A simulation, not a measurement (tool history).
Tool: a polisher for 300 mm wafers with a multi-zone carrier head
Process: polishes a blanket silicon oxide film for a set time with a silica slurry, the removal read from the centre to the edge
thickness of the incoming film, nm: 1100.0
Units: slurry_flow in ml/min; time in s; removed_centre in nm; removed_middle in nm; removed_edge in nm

| run | hour | slurry_flow | centre_zone | middle_zone | edge_zone | slurry_solids | time | removed_centre | removed_middle | removed_edge |
|---|---|---|---|---|---|---|---|---|---|---|
| 1 | 0.0 | 140 | 1.00 | 1.00 | 1.00 | 1.00 | 45 | 151.920 | 151.980 | 150.910 |
| 2 | 0.7 | 140 | 1.00 | 1.00 | 1.00 | 1.20 | 45 | 168.940 | 166.590 | 165.890 |
| 3 | 5.3 | 140 | 1.00 | 1.03 | 1.00 | 1.20 | 45 | 168.790 | 172.100 | 167.080 |
| 4 | 10.5 | 140 | 1.00 | 0.97 | 1.00 | 1.20 | 45 | 165.720 | 163.590 | 165.890 |
| 5 | 15.5 | 135 | 1.00 | 0.96 | 0.95 | 1.00 | 44 | 151.070 | 143.060 | 142.490 |
| 6 | 22.9 | 135 | 1.05 | 0.96 | 0.95 | 1.00 | 44 | 153.180 | 144.140 | 144.240 |
| 7 | 27.5 | 125 | 1.01 | 0.95 | 0.92 | 0.85 | 43 | 130.170 | 124.300 | 124.190 |
| 8 | 28.9 | 110 | 0.95 | 0.94 | 0.82 | 0.60 | 43 | 91.567 | 90.296 | 87.399 |
| 9 | 29.9 | 120 | 0.95 | 0.94 | 0.82 | 0.60 | 43 | 95.502 | 93.004 | 89.446 |
| 10 | 38.5 | 125 | 0.95 | 0.94 | 0.83 | 0.60 | 43 | 94.765 | 93.616 | 89.906 |
| 11 | 44.9 | 135 | 0.96 | 0.94 | 0.83 | 0.60 | 43 | 97.519 | 94.516 | 90.321 |

Forecast run 12:
| 12 | 49.3 | 140 | 0.96 | 0.94 | 0.84 | 0.60 | 43 | ? | ? | ? |

{"run 12": {"removed_centre": 97.244, "removed_middle": 95.132, "removed_edge": 90.97}}
